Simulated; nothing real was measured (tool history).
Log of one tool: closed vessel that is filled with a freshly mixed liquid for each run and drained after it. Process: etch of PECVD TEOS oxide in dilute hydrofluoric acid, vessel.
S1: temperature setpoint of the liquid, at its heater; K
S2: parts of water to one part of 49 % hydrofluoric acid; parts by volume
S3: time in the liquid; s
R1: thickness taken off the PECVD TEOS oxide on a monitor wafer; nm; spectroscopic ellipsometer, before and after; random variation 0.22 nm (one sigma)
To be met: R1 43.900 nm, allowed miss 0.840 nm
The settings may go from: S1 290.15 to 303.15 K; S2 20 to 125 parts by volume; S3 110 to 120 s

run,hour,S1,S2,S3,R1
1,0.0,295.15,70,110,34.372
2,6.6,295.15,70,120,37.463
3,9.0,296.15,70,120,39.083
4,15.6,296.15,70,120,39.076
5,23.2,292.65,70,120,33.570
6,30.2,294.15,70,120,35.710
7,34.8,295.15,70,120,37.206
8,36.9,296.15,70,120,38.893
9,39.0,297.15,70,120,40.831
10,44.7,297.65,70,120,41.487
11,49.6,298.15,70,120,42.098

5 next moves are on the table. One of them brings every result within its allowed miss. Which?
A,54.5,297.15,65,120,?
B,54.5,291.65,55,120,?
C,54.5,301.15,75,115,?
D,54.5,298.65,70,115,?
E,54.5,296.65,65,115,?

move,R1
A,43.701
B,41.555
C,41.995
D,41.043
E,41.035
A: meets every target
B: further off than the last run
C: further off than the last run
D: further off than the last run
E: further off than the last run
Move A is the one to make.
